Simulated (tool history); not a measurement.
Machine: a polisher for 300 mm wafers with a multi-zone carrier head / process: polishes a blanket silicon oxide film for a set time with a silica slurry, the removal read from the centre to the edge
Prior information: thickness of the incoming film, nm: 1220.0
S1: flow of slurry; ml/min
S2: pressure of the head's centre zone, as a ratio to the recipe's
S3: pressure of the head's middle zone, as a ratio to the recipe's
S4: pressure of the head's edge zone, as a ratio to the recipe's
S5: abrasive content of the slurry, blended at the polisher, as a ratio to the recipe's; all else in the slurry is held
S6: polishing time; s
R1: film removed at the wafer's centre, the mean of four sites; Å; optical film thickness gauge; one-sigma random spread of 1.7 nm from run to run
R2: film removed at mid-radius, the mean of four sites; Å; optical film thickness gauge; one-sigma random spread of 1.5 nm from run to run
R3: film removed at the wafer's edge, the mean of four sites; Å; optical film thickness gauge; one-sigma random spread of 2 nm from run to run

run  hour   S1    S2    S3    S4    S5  S6      R1      R2      R3
  1   0.0  125  1.00  1.00  1.00  1.00  45  1482.4  1513.9  1522.2
  2   9.0  135  1.02  1.00  1.01  1.00  45  1558.4  1529.4  1558.7
  3  18.0  135  1.02  1.06  1.01  1.00  45  1545.9  1613.2  1533.3
  4  21.2  140  1.03  1.06  1.02  1.00  45  1575.4  1629.8  1525.4
     27.0  -- slurry nozzle cleaned
  5  27.0  140  1.03  1.15  1.02  1.00  45  1691.0  1834.6  1578.3
  6  33.6  140  1.03  1.19  1.02  1.00  45  1657.9  1918.6  1621.5
  7  39.1  140  1.04  1.17  1.04  1.00  45  1714.6  1859.6  1629.5
  8  42.8  140  1.05  1.16  1.06  1.00  45  1701.1  1849.9  1599.4

What does the tool deliver on the next run?
  9  46.2  140  1.06  1.14  1.07  1.05  45   ?   ?   ?

R1: 1773.7 Å
R2: 1860.3 Å
R3: 1663.3 Å

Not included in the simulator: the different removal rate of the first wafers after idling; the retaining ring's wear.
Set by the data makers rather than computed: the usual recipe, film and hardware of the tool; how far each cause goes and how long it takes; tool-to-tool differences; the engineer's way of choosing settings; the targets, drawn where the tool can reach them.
